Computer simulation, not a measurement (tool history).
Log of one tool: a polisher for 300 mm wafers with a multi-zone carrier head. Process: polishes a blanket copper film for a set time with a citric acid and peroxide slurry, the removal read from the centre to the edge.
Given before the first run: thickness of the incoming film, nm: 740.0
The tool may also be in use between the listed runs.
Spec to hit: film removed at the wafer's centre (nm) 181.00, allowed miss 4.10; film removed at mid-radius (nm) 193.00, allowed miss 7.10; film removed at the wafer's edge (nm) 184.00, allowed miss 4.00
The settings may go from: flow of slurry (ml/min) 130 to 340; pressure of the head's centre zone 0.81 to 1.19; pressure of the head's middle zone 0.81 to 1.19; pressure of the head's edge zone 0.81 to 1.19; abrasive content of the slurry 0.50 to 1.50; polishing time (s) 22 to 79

run	hour	flow of slurry (ml/min)	pressure of the head's centre zone	pressure of the head's middle zone	pressure of the head's edge zone	abrasive content of the slurry	polishing time (s)	film removed at the wafer's centre (nm)	film removed at mid-radius (nm)	film removed at the wafer's edge (nm)
1	0.0	220	1.00	1.00	1.00	1.00	50	128.02	129.67	127.74
2	1.3	220	1.00	1.00	1.03	1.00	50	128.46	130.27	128.18
3	3.5	220	1.00	1.00	1.09	1.00	50	129.88	130.90	131.31
4	6.3	220	1.00	1.00	1.09	1.00	41	103.73	105.57	107.85
5	7.8	220	1.00	1.00	1.17	1.00	41	105.92	105.18	108.62
6	9.9	220	1.06	1.00	1.17	1.00	41	110.66	104.28	110.56
7	17.4	225	1.04	1.02	1.18	1.15	47	128.57	128.68	131.60
8	18.0	240	1.05	1.04	1.18	1.25	50	142.80	142.80	144.45
9	19.5	245	1.05	1.06	1.18	1.35	52	149.97	152.05	150.38
10	20.3	245	1.05	1.07	1.18	1.40	55	161.51	164.16	160.53
11	27.6	260	1.04	1.08	1.18	1.45	56	164.01	172.44	165.54
12	35.3	265	1.04	1.08	1.18	1.45	57	167.49	172.66	171.11
13	42.1	275	1.04	1.10	1.18	1.45	58	170.24	179.60	173.17
14	48.5	280	1.04	1.11	1.18	1.45	59	174.19	183.02	176.82
15	50.7	280	1.04	1.12	1.18	1.45	59	174.15	185.61	175.97
16	56.7	285	1.04	1.12	1.18	1.45	59	175.74	188.18	177.34
17	65.3	290	1.04	1.12	1.18	1.45	59	175.63	188.55	178.33

4 next moves are on the table. One of them brings every result within its allowed miss. Which?
A	73.9	330	1.03	1.11	1.19	1.50	60	?	?	?
B	73.9	300	0.98	1.19	1.18	1.50	61	?	?	?
C	73.9	330	1.06	1.18	1.08	1.30	60	?	?	?
D	73.9	270	1.08	1.14	1.15	1.50	58	?	?	?

move	film removed at the wafer's centre (nm)	film removed at mid-radius (nm)	film removed at the wafer's edge (nm)
A	182.46	192.40	181.96
B	176.11	205.84	182.91
C	181.25	196.47	170.05
D	179.59	186.37	170.89
A: every result lands within tolerance
B: brings the result that was furthest off to its target, and leaves another outside
C: lands further from the targets than the last run did
D: lands further from the targets than the last run did
Go with A: it meets all targets.
